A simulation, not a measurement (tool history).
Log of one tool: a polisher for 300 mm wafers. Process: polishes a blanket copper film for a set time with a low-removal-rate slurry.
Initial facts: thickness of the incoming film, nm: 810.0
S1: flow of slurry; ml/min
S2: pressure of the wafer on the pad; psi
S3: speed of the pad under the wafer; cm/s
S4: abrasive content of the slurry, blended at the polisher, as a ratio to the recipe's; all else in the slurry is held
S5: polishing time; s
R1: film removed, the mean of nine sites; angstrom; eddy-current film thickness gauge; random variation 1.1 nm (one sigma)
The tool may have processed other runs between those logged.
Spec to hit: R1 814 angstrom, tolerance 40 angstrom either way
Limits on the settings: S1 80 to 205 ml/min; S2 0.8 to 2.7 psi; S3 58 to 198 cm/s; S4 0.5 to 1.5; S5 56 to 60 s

run  hour   S1   S2   S3   S4  S5      R1
  1     0  135  1.7  128    1  56  1388.8
  2   6.4  135  1.7  128  1.2  56  1431.9
  3  11.6  135  1.5  126  1.2  56  1245.5
  4  13.8  135  1.4  126  1.2  56  1196.8
  5  22.7  135  1.3  124  1.2  56  1086.4
  6  23.9  135  1.3  124  1.2  56  1053.3
  7  27.1  135  1.2  124  1.2  56  987.06
  8  29.7  135  1.1  124  1.2  56  904.44

Below are 4 possible settings for the next run. Only one of them brings all results inside the allowed miss of their targets. Which is it?
  A  32.3  150  1.3   92  0.85  56   ?
  B  32.3  135  0.8  130   1.3  56   ?
  C  32.3  145  1.1  108   1.3  56   ?
  D  32.3  145  0.8  124   1.2  60   ?

move      R1
   A   758.6
   B  733.78
   C  841.15
   D   745.8
A: carries the result that was furthest off beyond its target, to the other side
B: carries the result that was furthest off beyond its target, to the other side
C: meets every target
D: carries the result that was furthest off beyond its target, to the other side
The move that meets every target is C.
